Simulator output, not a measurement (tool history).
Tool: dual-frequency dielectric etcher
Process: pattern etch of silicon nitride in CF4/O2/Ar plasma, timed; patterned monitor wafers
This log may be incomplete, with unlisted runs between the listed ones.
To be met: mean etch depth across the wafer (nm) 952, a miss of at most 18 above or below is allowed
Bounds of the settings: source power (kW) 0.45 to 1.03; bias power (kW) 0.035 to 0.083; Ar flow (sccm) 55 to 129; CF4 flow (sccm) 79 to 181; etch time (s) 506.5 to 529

run  hour  source power (kW)  bias power (kW)  Ar flow (sccm)  CF4 flow (sccm)  etch time (s)  mean etch depth across the wafer (nm)
  1     0               0.74            0.059              92              130          506.5                                 1650.3
  2   7.9               0.64            0.051             101              118          506.5                                 1313.9
  3    16               0.64            0.051             101              118            529                                 1371.4
  4  16.7               0.58            0.046             103              117            529                                 1197.1
  5  23.7               0.58            0.046             103              117          506.5                                 1140.5
  6  30.1               0.58            0.046             111              117          506.5                                 1130.9
  7  34.4               0.54            0.046             111              117          506.5                                 1044.4
  8  39.5               0.52            0.046             111              117          506.5                                 993.91
  9    43               0.52            0.046             111              117          506.5                                 1005.9
 10  46.5               0.51            0.046             111              117          506.5                                 985.81
 11  49.3               0.48            0.046             111              117          506.5                                 914.34

Which one of the following 5 next-run settings gets every result inside its allowed miss? There is exactly one.
  A  52.1               0.52            0.044             108              117          506.5                                      ?
  B  52.1                0.5            0.052             129              128          506.5                                      ?
  C  52.1                0.5            0.051             112              108            515                                      ?
  D  52.1               0.53             0.05             126              104          506.5                                      ?
  E  52.1                0.5            0.044              96              100            516                                      ?

move  mean etch depth across the wafer (nm)
   A                                  991.4
   B                                 985.46
   C                                 989.46
   D                                 1014.3
   E                                 956.85
A: the result that was furthest off in the last run now lies on the other side of its target
B: the result that was furthest off in the last run now lies on the other side of its target
C: the result that was furthest off in the last run now lies on the other side of its target
D: the result that was furthest off in the last run now lies on the other side of its target
E: all results in spec
Answer: E

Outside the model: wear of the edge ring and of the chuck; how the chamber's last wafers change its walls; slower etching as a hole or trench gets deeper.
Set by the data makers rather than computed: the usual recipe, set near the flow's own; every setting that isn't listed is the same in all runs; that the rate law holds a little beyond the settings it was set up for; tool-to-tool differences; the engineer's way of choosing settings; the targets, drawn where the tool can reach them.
